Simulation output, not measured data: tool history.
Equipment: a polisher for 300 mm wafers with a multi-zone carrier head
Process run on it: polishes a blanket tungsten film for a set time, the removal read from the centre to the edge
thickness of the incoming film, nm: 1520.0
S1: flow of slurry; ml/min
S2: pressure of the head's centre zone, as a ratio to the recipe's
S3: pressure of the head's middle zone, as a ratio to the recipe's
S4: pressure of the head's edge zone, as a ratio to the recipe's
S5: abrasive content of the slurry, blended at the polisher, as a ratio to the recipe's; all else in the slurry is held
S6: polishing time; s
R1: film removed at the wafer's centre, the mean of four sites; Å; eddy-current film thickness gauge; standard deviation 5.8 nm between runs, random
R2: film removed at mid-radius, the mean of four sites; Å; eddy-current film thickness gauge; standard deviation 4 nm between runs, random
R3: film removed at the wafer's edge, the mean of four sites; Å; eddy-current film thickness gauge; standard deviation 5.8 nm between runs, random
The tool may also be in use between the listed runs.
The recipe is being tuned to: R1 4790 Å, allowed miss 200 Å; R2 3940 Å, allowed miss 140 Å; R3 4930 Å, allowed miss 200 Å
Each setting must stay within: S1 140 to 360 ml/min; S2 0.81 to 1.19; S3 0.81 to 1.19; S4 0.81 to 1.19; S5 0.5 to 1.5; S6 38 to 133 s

run 1 hour=0 | S1=230 S2=1 S3=1 S4=1 S5=1 S6=85 | R1=4108.2 R2=3974.5 R3=4135.9
run 2 hour=8.4 | S1=230 S2=1.07 S3=1 S4=1 S5=1 S6=85 | R1=4256.9 R2=4063.3 R3=4140.9
run 3 hour=14.1 | S1=270 S2=1.07 S3=1 S4=1 S5=1 S6=85 | R1=4419.2 R2=4027.5 R3=4234.9
run 4 hour=14.9 | S1=270 S2=1.07 S3=1 S4=1 S5=1 S6=75 | R1=3919.2 R2=3577 R3=3716.6
run 5 hour=19.6 | S1=285 S2=1.07 S3=0.97 S4=1.05 S5=1.15 S6=77 | R1=4212.8 R2=3787.1 R3=3990.8
run 6 hour=20.5 | S1=285 S2=1.07 S3=0.97 S4=1.09 S5=1.15 S6=77 | R1=4166.8 R2=3765.7 R3=4075.7
run 7 hour=27.3 | S1=290 S2=1.06 S3=0.92 S4=1.12 S5=1.2 S6=80 | R1=4354.9 R2=3770.3 R3=4330.4
run 8 hour=35.7 | S1=290 S2=1.05 S3=0.89 S4=1.14 S5=1.25 S6=82 | R1=4479.7 R2=3847.5 R3=4612.4
run 9 hour=37.6 | S1=290 S2=1.06 S3=0.88 S4=1.15 S5=1.3 S6=82 | R1=4550.7 R2=3834.8 R3=4650.5
run 10 hour=43.2 | S1=290 S2=1.06 S3=0.87 S4=1.16 S5=1.35 S6=82 | R1=4651.1 R2=3776.5 R3=4823.3
run 11 hour=44.7 | S1=295 S2=1.06 S3=0.88 S4=1.16 S5=1.35 S6=82 | R1=4559.1 R2=3866.1 R3=4805.7

4 candidate next runs follow, results not yet known. Just one meets every target within its allowed miss. Identify it.
run A hour=46.2 | S1=250 S2=1.02 S3=0.92 S4=1.15 S5=1.25 S6=81 | R1=? R2=? R3=?
run B hour=46.2 | S1=295 S2=0.89 S3=0.82 S4=1.12 S5=1.25 S6=91 | R1=? R2=? R3=?
run C hour=46.2 | S1=260 S2=1 S3=0.93 S4=1.14 S5=1.3 S6=85 | R1=? R2=? R3=?
run D hour=46.2 | S1=285 S2=1.08 S3=0.88 S4=1.19 S5=1.45 S6=83 | R1=? R2=? R3=?

move=A R1=4174.1 R2=3816.1 R3=4486.8
move=B R1=4187.7 R2=4011.3 R3=5052.5
move=C R1=4362.4 R2=4097.9 R3=4751.2
move=D R1=4776.3 R2=3985.3 R3=4916
A: further off than the last run
B: further off than the last run
C: further off than the last run
D: all results in spec
The right move is D.
